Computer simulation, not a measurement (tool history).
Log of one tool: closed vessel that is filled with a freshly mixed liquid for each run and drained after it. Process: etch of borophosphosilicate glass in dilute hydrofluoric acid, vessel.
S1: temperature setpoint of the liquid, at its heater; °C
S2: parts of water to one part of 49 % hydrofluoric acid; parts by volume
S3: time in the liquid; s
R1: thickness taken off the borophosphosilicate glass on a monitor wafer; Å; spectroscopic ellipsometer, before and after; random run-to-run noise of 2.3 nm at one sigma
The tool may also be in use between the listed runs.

run 1 hour=0.0 | S1=25.0 S2=205 S3=900 | R1=963.38
run 2 hour=4.9 | S1=27.0 S2=170 S3=900 | R1=1307.40
run 3 hour=9.1 | S1=27.0 S2=210 S3=900 | R1=1014.90
run 4 hour=16.1 | S1=28.5 S2=180 S3=900 | R1=1296.90
run 5 hour=17.7 | S1=30.0 S2=180 S3=900 | R1=1343.70
run 6 hour=20.5 | S1=28.5 S2=180 S3=900 | R1=1286.40
run 7 hour=28.5 | S1=29.5 S2=155 S3=900 | R1=1611.40
run 8 hour=32.0 | S1=30.5 S2=145 S3=900 | R1=1803.60
run 9 hour=40.0 | S1=31.0 S2=135 S3=900 | R1=1998.40
run 10 hour=46.4 | S1=31.0 S2=135 S3=900 | R1=1983.40

What will run 11 give?
run 11 hour=53.9 | S1=33.0 S2=115 S3=900 | R1=?

{"run 11": {"R1": 2588.0}}
